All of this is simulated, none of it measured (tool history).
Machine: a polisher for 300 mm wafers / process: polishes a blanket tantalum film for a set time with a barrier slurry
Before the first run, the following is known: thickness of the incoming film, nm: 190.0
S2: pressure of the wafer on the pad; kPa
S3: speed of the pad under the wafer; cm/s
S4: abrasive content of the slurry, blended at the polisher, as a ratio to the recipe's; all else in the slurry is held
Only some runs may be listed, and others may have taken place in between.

{"run": 1, "hour": 0.0, "flow of slurry (ml/min)": 145, "S2": 17.2, "S3": 106, "S4": 1.0, "polishing time (s)": 43, "film removed (Å)": 976.31}
{"run": 2, "hour": 1.1, "flow of slurry (ml/min)": 135, "S2": 17.2, "S3": 106, "S4": 1.0, "polishing time (s)": 43, "film removed (Å)": 994.93}
{"run": 3, "hour": 4.4, "flow of slurry (ml/min)": 135, "S2": 15.9, "S3": 106, "S4": 1.0, "polishing time (s)": 43, "film removed (Å)": 889.58}
{"run": 4, "hour": 6.3, "flow of slurry (ml/min)": 135, "S2": 15.9, "S3": 126, "S4": 1.0, "polishing time (s)": 43, "film removed (Å)": 1072.9}
{"run": 5, "hour": 11.2, "flow of slurry (ml/min)": 135, "S2": 14.5, "S3": 126, "S4": 1.0, "polishing time (s)": 43, "film removed (Å)": 976.86}
{"run": 6, "hour": 17.2, "flow of slurry (ml/min)": 135, "S2": 18.6, "S3": 126, "S4": 1.0, "polishing time (s)": 43, "film removed (Å)": 1260.2}
{"run": 7, "hour": 23.9, "flow of slurry (ml/min)": 135, "S2": 17.2, "S3": 124, "S4": 1.0, "polishing time (s)": 43, "film removed (Å)": 1136.5}
{"run": 8, "hour": 29.1, "flow of slurry (ml/min)": 135, "S2": 15.9, "S3": 124, "S4": 1.0, "polishing time (s)": 43, "film removed (Å)": 1038.8}
{"run": 9, "hour": 31.1, "flow of slurry (ml/min)": 135, "S2": 14.5, "S3": 124, "S4": 1.0, "polishing time (s)": 43, "film removed (Å)": 980.94}
{"run": 10, "hour": 37.0, "flow of slurry (ml/min)": 135, "S2": 13.8, "S3": 122, "S4": 1.0, "polishing time (s)": 43, "film removed (Å)": 922.39}

Run 11 comes next. What will it give?
{"run": 11, "hour": 40.4, "flow of slurry (ml/min)": 135, "S2": 13.1, "S3": 122, "S4": 1.0, "polishing time (s)": 43, "film removed (Å)": "?"}

film removed (Å): 877.20
